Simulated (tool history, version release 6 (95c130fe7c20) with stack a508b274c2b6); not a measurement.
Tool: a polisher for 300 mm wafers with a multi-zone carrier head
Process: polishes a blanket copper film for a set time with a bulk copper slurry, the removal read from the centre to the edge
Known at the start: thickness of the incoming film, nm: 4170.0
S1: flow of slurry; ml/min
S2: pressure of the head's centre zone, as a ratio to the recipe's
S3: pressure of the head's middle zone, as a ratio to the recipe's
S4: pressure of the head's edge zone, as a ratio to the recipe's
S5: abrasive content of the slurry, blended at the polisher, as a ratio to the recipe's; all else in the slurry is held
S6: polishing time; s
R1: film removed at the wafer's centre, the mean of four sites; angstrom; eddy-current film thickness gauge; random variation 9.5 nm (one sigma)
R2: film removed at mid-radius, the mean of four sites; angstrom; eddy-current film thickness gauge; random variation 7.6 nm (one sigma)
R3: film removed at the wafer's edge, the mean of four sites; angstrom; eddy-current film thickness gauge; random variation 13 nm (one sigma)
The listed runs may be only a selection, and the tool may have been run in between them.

run,hour,S1,S2,S3,S4,S5,S6,R1,R2,R3
1,0,225,1,1,1,1,88,7975.9,8295.2,7946.7
2,7.5,225,1,0.97,1,1,88,8019.5,8004.3,8072.8
3,8.6,235,1,1.01,1.05,1.15,93,8829.5,9021.1,8940.4
4,10.6,235,1,0.95,1.05,1.15,93,8742.7,8615.9,8914.3
5,14.6,245,1,1.01,1.08,1.25,96,9418.1,9589.1,9581.9
6,21.1,270,1,1.01,1.08,1.25,96,9567.6,9656.9,9744.4
7,27.1,280,0.99,1.06,1.1,1.35,98,9438.7,10336,9814.7
8,28.4,280,1,1.08,1.12,1.4,101,10016,10858,10462
9,36.8,280,1,1.08,1.12,1.4,101,10168,11003,10773

The next listed run, before its measurement:
10,44.4,285,1.01,1.11,1.13,1.45,101,?,?,?

R1: 10345 angstrom
R2: 11224 angstrom
R3: 10694 angstrom
